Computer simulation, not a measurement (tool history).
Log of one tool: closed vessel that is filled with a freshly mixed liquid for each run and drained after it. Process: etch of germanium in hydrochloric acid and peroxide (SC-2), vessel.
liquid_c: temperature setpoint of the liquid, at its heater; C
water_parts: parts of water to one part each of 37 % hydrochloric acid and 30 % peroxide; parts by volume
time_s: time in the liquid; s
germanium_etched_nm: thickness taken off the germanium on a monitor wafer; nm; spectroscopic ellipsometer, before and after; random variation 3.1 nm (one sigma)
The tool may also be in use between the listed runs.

run	hour	liquid_c	water_parts	time_s	germanium_etched_nm
1	0.0	59.0	11.0	90	329.43
2	4.5	63.0	11.0	90	364.91
3	11.0	63.0	13.5	90	356.21
4	17.3	63.0	13.5	95	377.75
5	20.5	64.0	13.5	95	390.44
6	23.3	70.5	13.5	95	462.73
7	27.9	70.0	13.5	95	453.04
8	35.4	70.0	13.5	95	457.62
9	40.2	70.0	13.5	95	456.42
10	43.4	70.0	13.5	95	453.61

The next listed run, before its measurement:
11	44.0	70.0	13.5	95	?

{"run 11": {"germanium_etched_nm": 453.57}}
